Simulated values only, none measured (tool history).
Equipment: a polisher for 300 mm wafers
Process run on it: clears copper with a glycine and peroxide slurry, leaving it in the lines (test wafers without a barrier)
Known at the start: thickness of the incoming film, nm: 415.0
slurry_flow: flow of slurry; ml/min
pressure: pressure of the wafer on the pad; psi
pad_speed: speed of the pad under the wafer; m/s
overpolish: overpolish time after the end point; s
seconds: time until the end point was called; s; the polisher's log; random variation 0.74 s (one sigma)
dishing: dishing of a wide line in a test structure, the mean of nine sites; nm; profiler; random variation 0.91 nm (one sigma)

run 1 hour=0.0 | slurry_flow=195 pressure=2.1 pad_speed=0.92 overpolish=29 | seconds=144.020 dishing=39.251
run 2 hour=4.0 | slurry_flow=200 pressure=2.3 pad_speed=0.94 overpolish=29 | seconds=131.760 dishing=40.963
run 3 hour=8.2 | slurry_flow=205 pressure=2.4 pad_speed=0.96 overpolish=28 | seconds=126.340 dishing=40.886
run 4 hour=10.6 | slurry_flow=205 pressure=2.4 pad_speed=0.78 overpolish=28 | seconds=143.730 dishing=39.540
run 5 hour=17.0 | slurry_flow=170 pressure=2.4 pad_speed=0.78 overpolish=28 | seconds=148.780 dishing=38.936
run 6 hour=20.9 | slurry_flow=180 pressure=2.5 pad_speed=0.82 overpolish=27 | seconds=136.960 dishing=39.216
run 7 hour=26.5 | slurry_flow=185 pressure=2.6 pad_speed=0.86 overpolish=27 | seconds=127.810 dishing=41.428
run 8 hour=27.9 | slurry_flow=190 pressure=2.7 pad_speed=0.90 overpolish=26 | seconds=122.120 dishing=40.728
run 9 hour=31.9 | slurry_flow=195 pressure=2.8 pad_speed=0.94 overpolish=26 | seconds=112.740 dishing=40.751
run 10 hour=39.2 | slurry_flow=200 pressure=2.9 pad_speed=0.96 overpolish=26 | seconds=107.510 dishing=41.193
run 11 hour=43.4 | slurry_flow=205 pressure=2.9 pad_speed=0.98 overpolish=26 | seconds=106.280 dishing=41.094
run 12 hour=47.4 | slurry_flow=205 pressure=2.9 pad_speed=1.00 overpolish=26 | seconds=103.250 dishing=43.118
run 13 hour=52.9 | slurry_flow=210 pressure=2.9 pad_speed=1.02 overpolish=26 | seconds=102.240 dishing=43.539

For run 14, what comes out?
run 14 hour=59.3 | slurry_flow=210 pressure=2.9 pad_speed=1.04 overpolish=26 | seconds=? dishing=?

seconds: 99.844 s
dishing: 42.171 nm
